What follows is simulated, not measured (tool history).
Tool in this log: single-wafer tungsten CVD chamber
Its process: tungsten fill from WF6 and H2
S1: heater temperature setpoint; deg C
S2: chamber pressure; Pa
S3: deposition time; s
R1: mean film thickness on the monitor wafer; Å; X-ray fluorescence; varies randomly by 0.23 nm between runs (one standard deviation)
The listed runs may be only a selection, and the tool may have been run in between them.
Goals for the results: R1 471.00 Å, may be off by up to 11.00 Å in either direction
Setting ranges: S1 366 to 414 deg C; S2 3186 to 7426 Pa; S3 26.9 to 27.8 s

run 1 hour=0.0 | S1=390 S2=5306 S3=26.9 | R1=689.24
run 2 hour=6.1 | S1=390 S2=6079 S3=26.9 | R1=721.98
run 3 hour=7.0 | S1=385 S2=6039 S3=26.9 | R1=665.88
run 4 hour=10.3 | S1=377 S2=6039 S3=26.9 | R1=572.86
run 5 hour=12.3 | S1=375 S2=6026 S3=26.9 | R1=559.76
run 6 hour=17.1 | S1=379 S2=6026 S3=26.9 | R1=599.50
run 7 hour=23.9 | S1=379 S2=6026 S3=26.9 | R1=597.68
-- hour=28.8 capacitance manometer re-zeroed and calibrated
run 8 hour=28.8 | S1=376 S2=5973 S3=26.9 | R1=569.70
run 9 hour=33.8 | S1=374 S2=5893 S3=26.9 | R1=550.23
run 10 hour=35.7 | S1=372 S2=5786 S3=26.9 | R1=526.32
run 11 hour=43.1 | S1=371 S2=5746 S3=26.9 | R1=519.45
run 12 hour=47.5 | S1=370 S2=5666 S3=26.9 | R1=501.93

Consider the 5 candidate settings below. Which is the only one whose results all fall within their allowed miss of target?
run A hour=51.9 | S1=377 S2=4133 S3=26.9 | R1=?
run B hour=51.9 | S1=368 S2=5240 S3=26.9 | R1=?
run C hour=51.9 | S1=368 S2=5346 S3=27.8 | R1=?
run D hour=51.9 | S1=369 S2=5653 S3=27.4 | R1=?
run E hour=51.9 | S1=366 S2=5026 S3=26.9 | R1=?

move=A R1=506.42
move=B R1=472.79
move=C R1=492.67
move=D R1=505.92
move=E R1=447.81
A: further off than the last run
B: every result lands within tolerance
C: closer than the last run, but not yet in spec
D: further off than the last run
E: moves the result that the last run missed by most past its target, out the other side
The right move is B.

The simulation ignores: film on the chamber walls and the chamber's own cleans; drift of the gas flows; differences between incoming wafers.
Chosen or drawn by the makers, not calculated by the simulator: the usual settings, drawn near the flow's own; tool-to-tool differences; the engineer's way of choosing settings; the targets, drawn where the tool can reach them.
